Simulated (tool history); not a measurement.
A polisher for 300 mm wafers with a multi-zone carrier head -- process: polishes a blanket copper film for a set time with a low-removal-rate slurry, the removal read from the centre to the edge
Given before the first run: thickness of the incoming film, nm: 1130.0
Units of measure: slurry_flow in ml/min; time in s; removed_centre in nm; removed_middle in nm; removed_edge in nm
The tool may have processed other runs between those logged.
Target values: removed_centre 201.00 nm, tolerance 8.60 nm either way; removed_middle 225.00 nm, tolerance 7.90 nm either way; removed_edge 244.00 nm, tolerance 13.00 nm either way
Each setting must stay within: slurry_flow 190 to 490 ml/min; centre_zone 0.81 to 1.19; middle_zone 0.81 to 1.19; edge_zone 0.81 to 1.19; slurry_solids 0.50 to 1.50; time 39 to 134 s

run 1 hour=0.0 | slurry_flow=315 centre_zone=1.00 middle_zone=1.00 edge_zone=1.00 slurry_solids=1.00 time=86 | removed_centre=194.07 removed_middle=191.11 removed_edge=186.92
run 2 hour=5.4 | slurry_flow=315 centre_zone=0.93 middle_zone=1.00 edge_zone=1.00 slurry_solids=1.00 time=86 | removed_centre=180.15 removed_middle=190.42 removed_edge=190.66
run 3 hour=9.9 | slurry_flow=315 centre_zone=0.92 middle_zone=1.00 edge_zone=1.02 slurry_solids=1.10 time=87 | removed_centre=184.12 removed_middle=197.19 removed_edge=198.15
run 4 hour=10.5 | slurry_flow=315 centre_zone=0.91 middle_zone=1.00 edge_zone=1.04 slurry_solids=1.15 time=88 | removed_centre=182.00 removed_middle=200.20 removed_edge=204.98
run 5 hour=16.6 | slurry_flow=315 centre_zone=0.91 middle_zone=1.00 edge_zone=1.04 slurry_solids=1.25 time=88 | removed_centre=185.73 removed_middle=207.10 removed_edge=206.60
run 6 hour=22.0 | slurry_flow=315 centre_zone=0.91 middle_zone=0.92 edge_zone=1.04 slurry_solids=1.25 time=88 | removed_centre=190.89 removed_middle=193.14 removed_edge=213.97
run 7 hour=29.9 | slurry_flow=315 centre_zone=0.91 middle_zone=0.93 edge_zone=1.05 slurry_solids=1.30 time=89 | removed_centre=189.90 removed_middle=201.31 removed_edge=215.75
run 8 hour=37.3 | slurry_flow=315 centre_zone=0.91 middle_zone=0.93 edge_zone=1.06 slurry_solids=1.35 time=90 | removed_centre=196.80 removed_middle=203.35 removed_edge=218.34
run 9 hour=43.4 | slurry_flow=315 centre_zone=0.90 middle_zone=0.93 edge_zone=1.07 slurry_solids=1.35 time=91 | removed_centre=194.86 removed_middle=204.87 removed_edge=225.93
run 10 hour=48.4 | slurry_flow=315 centre_zone=0.90 middle_zone=0.94 edge_zone=1.08 slurry_solids=1.40 time=92 | removed_centre=201.96 removed_middle=210.82 removed_edge=224.92
run 11 hour=54.4 | slurry_flow=315 centre_zone=0.89 middle_zone=0.94 edge_zone=1.08 slurry_solids=1.40 time=93 | removed_centre=203.38 removed_middle=210.89 removed_edge=227.09
run 12 hour=55.7 | slurry_flow=315 centre_zone=0.88 middle_zone=0.94 edge_zone=1.08 slurry_solids=1.40 time=94 | removed_centre=198.11 removed_middle=214.14 removed_edge=232.86

Of the 5 settings listed for the next run, only one would bring every result within its allowed miss of target. Which one?
run A hour=57.0 | slurry_flow=240 centre_zone=0.93 middle_zone=0.95 edge_zone=0.99 slurry_solids=1.50 time=93 | removed_centre=? removed_middle=? removed_edge=?
run B hour=57.0 | slurry_flow=310 centre_zone=0.89 middle_zone=0.90 edge_zone=1.03 slurry_solids=1.40 time=93 | removed_centre=? removed_middle=? removed_edge=?
run C hour=57.0 | slurry_flow=310 centre_zone=0.93 middle_zone=1.07 edge_zone=1.03 slurry_solids=1.45 time=89 | removed_centre=? removed_middle=? removed_edge=?
run D hour=57.0 | slurry_flow=295 centre_zone=0.87 middle_zone=0.97 edge_zone=1.10 slurry_solids=1.45 time=97 | removed_centre=? removed_middle=? removed_edge=?
run E hour=57.0 | slurry_flow=305 centre_zone=0.94 middle_zone=0.97 edge_zone=1.10 slurry_solids=1.35 time=90 | removed_centre=? removed_middle=? removed_edge=?

move=A removed_centre=205.93 removed_middle=210.22 removed_edge=219.52
move=B removed_centre=200.87 removed_middle=205.40 removed_edge=225.27
move=C removed_centre=202.67 removed_middle=225.20 removed_edge=216.77
move=D removed_centre=205.18 removed_middle=226.86 removed_edge=242.31
move=E removed_centre=203.53 removed_middle=207.97 removed_edge=222.04
A: misses by more than the last run did
B: misses by more than the last run did
C: brings the last run's worst result on target, with another outside its allowed miss
D: every result lands within tolerance
E: misses by more than the last run did
Correct choice: D, which meets every target
